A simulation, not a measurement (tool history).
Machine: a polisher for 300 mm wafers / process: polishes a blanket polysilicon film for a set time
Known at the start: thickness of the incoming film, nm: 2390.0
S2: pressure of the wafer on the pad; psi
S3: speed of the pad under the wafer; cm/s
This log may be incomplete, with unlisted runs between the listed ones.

Run 1, day 0: flow of slurry (ml/min) 260, S2 2.3 psi, S3 110 cm/s, polishing time (s) 100. Result: film removed (angstrom) 6814.2.
Run 2, day 0.038: flow of slurry (ml/min) 260, S2 2.1 psi, S3 110 cm/s, polishing time (s) 100. Result: film removed (angstrom) 6327.8.
Run 3, day 0.254: flow of slurry (ml/min) 260, S2 2.1 psi, S3 134 cm/s, polishing time (s) 100. Result: film removed (angstrom) 7624.5.
Run 4, day 0.442: flow of slurry (ml/min) 260, S2 2.1 psi, S3 134 cm/s, polishing time (s) 100. Result: film removed (angstrom) 7558.1.
Run 5, day 0.512: flow of slurry (ml/min) 210, S2 2.1 psi, S3 134 cm/s, polishing time (s) 100. Result: film removed (angstrom) 7486.7.
Run 6, day 0.817: flow of slurry (ml/min) 155, S2 2.1 psi, S3 134 cm/s, polishing time (s) 100. Result: film removed (angstrom) 7203.1.
Run 7, day 0.888: flow of slurry (ml/min) 155, S2 1.9 psi, S3 132 cm/s, polishing time (s) 100. Result: film removed (angstrom) 6644.

Expected results for the next run?
Run 8, day 1.204: flow of slurry (ml/min) 155, S2 1.3 psi, S3 106 cm/s, polishing time (s) 100. Result: film removed (angstrom) ?.

film removed (angstrom): 3652.1
